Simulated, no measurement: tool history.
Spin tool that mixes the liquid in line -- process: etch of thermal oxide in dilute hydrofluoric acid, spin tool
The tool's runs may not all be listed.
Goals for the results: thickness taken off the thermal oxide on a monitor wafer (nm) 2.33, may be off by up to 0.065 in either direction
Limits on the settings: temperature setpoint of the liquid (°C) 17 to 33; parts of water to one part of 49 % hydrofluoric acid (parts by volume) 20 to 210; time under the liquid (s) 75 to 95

run	day	temperature setpoint of the liquid (°C)	parts of water to one part of 49 % hydrofluoric acid (parts by volume)	time under the liquid (s)	thickness taken off the thermal oxide on a monitor wafer (nm)
1	0	25	115	95	3.7386
2	0.362	25	150	95	2.7628
3	0.562	25	130	95	3.2417
4	0.929	24	130	95	3.1257
5	1.217	22	130	95	2.8817
6	1.425	20.5	130	95	2.723
7	1.521	19.5	130	95	2.6114
8	1.738	18.5	130	95	2.5109
9	1.904	17	135	95	2.239
10	2.188	17	135	95	2.2613

Pick the move, out of 5, that brings all results within their allowed miss; only one does.
A	2.471	21.5	140	90	?
B	2.471	17.5	125	95	?
C	2.471	17	135	90	?
D	2.471	17	120	85	?
E	2.471	18.5	125	90	?

move	thickness taken off the thermal oxide on a monitor wafer (nm)
A	2.4713
B	2.525
C	2.148
D	2.3167
E	2.4927
A: moves the result that the last run missed by most past its target, out the other side
B: moves the result that the last run missed by most past its target, out the other side
C: further off than the last run
D: each result inside its tolerance
E: moves the result that the last run missed by most past its target, out the other side
Go with D: it meets all targets.
